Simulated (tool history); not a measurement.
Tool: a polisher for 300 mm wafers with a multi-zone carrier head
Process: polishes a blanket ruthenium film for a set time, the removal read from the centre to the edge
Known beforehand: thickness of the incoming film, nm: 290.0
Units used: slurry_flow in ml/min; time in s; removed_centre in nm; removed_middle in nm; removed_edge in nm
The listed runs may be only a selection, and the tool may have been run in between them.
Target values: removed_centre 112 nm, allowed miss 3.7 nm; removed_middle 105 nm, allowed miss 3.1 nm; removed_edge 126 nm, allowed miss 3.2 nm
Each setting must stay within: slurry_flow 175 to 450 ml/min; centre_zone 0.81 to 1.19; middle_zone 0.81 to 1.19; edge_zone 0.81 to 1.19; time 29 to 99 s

run	hour	slurry_flow	centre_zone	middle_zone	edge_zone	time	removed_centre	removed_middle	removed_edge
1	0	290	1	1	1	64	96.075	96.54	97.537
2	2.6	290	1	1	0.95	64	96.649	97.473	95.263
3	3.3	300	1	0.98	1.03	68	102.53	100.89	105.38
4	8.1	235	1	0.98	1.03	68	98.369	97.045	102.27
5	10.2	280	1	0.96	1.09	70	105.49	101.41	111.03
6	15.3	280	1	0.96	1.09	54	82.227	78.328	84.026
7	17.1	285	0.99	0.94	1.12	61	90.797	87.336	97.524
8	23.9	335	1.01	0.9	1.19	75	116.99	105.11	127.15

Below are 4 possible settings for the next run. Only one of them brings all results inside the allowed miss of their targets. Which is it?
A	30.7	195	0.99	0.91	1.17	80	?	?	?
B	30.7	330	0.91	0.83	1.19	80	?	?	?
C	30.7	320	0.93	0.98	1.17	75	?	?	?
D	30.7	315	0.92	0.84	1.19	80	?	?	?

move	removed_centre	removed_middle	removed_edge
A	112.81	104.2	126.3
B	111.86	103.57	134.38
C	106.95	111.11	124.33
D	112.54	104.11	133.89
A: meets every target
B: brings the result that was furthest off to its target, and leaves another outside
C: moves the result that the last run missed by most past its target, out the other side
D: brings the result that was furthest off to its target, and leaves another outside
Answer: A
